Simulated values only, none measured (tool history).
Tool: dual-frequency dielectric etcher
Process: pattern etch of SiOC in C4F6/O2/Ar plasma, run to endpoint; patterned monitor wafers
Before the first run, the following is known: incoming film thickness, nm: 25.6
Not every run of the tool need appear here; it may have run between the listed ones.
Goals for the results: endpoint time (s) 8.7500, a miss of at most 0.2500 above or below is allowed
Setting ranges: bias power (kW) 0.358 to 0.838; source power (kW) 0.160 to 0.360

run  hour  bias power (kW)  source power (kW)  endpoint time (s)
  1   0.0            0.598              0.260            10.0770
  2   8.5            0.689              0.260             9.3101
  3  15.3            0.650              0.260             9.5719
  4  18.0            0.549              0.260            10.4950
  5  25.2            0.611              0.270             9.8063
  6  28.6            0.575              0.270            10.1210
  7  30.6            0.625              0.280             9.5745
  8  31.6            0.625              0.280             9.5878
  9  34.2            0.657              0.280             9.3775
 10  39.5            0.682              0.280             9.1562
 11  43.4            0.698              0.280             9.0509

Pick the move, out of 4, that brings all results within their allowed miss; only one does.
  A  47.3            0.681              0.260                  ?
  B  47.3            0.643              0.270                  ?
  C  47.3            0.742              0.280                  ?
  D  47.3            0.665              0.280                  ?

move  endpoint time (s)
   A             9.3297
   B             9.5113
   C             8.7176
   D             9.2376
A: lands further from the targets than the last run did
B: lands further from the targets than the last run did
C: every result lands within tolerance
D: lands further from the targets than the last run did
Answer: C
